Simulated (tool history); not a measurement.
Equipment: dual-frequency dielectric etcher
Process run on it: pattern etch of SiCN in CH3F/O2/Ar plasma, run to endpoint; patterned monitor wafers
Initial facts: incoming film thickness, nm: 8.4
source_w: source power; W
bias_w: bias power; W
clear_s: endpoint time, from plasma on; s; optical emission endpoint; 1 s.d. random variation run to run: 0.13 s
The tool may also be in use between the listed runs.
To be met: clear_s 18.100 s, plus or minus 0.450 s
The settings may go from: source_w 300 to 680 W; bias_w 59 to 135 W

run,hour,source_w,bias_w,clear_s
1,0.0,490,97,20.524
2,2.8,510,98,20.259
3,4.8,590,98,19.182
4,12.0,590,90,19.396
5,15.1,590,78,20.092
6,19.6,510,78,20.930
7,26.5,540,81,20.429
8,28.8,560,84,20.226
9,31.8,580,87,19.552
# hour 37.2: bias power generator calibrated
10,37.2,590,88,19.346

Consider the 4 candidate settings below. Which is the only one whose results all fall within their allowed miss of target?
A,42.6,680,116,?
B,42.6,650,101,?
C,42.6,610,86,?
D,42.6,680,122,?

move,clear_s
A,17.424
B,18.264
C,19.321
D,17.223
A: takes the result that was furthest off past its target
B: meets every target
C: no better and no worse than the last run
D: takes the result that was furthest off past its target
Correct choice: B, which meets every target
